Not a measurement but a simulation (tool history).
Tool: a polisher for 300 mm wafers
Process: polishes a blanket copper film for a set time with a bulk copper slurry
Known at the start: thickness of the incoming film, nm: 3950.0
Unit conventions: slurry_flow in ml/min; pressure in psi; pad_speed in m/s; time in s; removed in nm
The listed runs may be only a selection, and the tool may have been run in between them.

run,hour,slurry_flow,pressure,pad_speed,slurry_solids,time,removed
1,0.0,290,2.9,0.92,1.00,70,487.82
2,3.7,290,2.7,0.90,1.00,70,467.92
3,4.4,290,2.7,0.90,0.85,70,448.72
4,7.4,290,2.5,0.88,0.85,70,426.30
5,15.5,290,2.3,0.84,0.85,70,369.41
6,23.9,290,2.3,0.84,1.05,70,383.81
7,32.6,290,2.2,0.82,1.05,70,356.36
8,36.6,290,2.1,0.82,1.05,70,329.72
9,42.2,290,2.0,0.82,1.05,70,324.51
10,44.8,290,1.9,0.82,1.05,70,319.92

The next listed run, before its measurement:
11,51.2,290,1.8,0.82,1.05,70,?

{"run 11": {"removed": 294.4}}

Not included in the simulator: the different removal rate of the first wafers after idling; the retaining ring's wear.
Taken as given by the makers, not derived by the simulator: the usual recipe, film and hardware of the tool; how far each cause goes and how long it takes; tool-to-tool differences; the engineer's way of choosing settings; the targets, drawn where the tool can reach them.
